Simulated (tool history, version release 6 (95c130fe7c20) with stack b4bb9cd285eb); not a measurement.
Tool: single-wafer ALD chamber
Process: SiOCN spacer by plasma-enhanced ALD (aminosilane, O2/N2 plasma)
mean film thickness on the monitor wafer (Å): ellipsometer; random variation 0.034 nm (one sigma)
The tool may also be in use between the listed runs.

run    day  heater temperature setpoint (K)  number of ALD cycles (cycles)  mean film thickness on the monitor wafer (Å)
  1      0                           668.15                             86                                        53.037
  2  0.238                           668.15                             92                                        56.485
  3  0.304                           668.15                             88                                        53.888
  4  0.658                           674.15                             88                                        54.359
  5  0.717                           674.15                             94                                        57.358
  6  1.071                           674.15                             98                                        59.902
  7  1.242                           674.15                            101                                        62.226

Forecast run 8:
  8  1.454                           674.15                            103                                             ?

mean film thickness on the monitor wafer (Å): 63.217
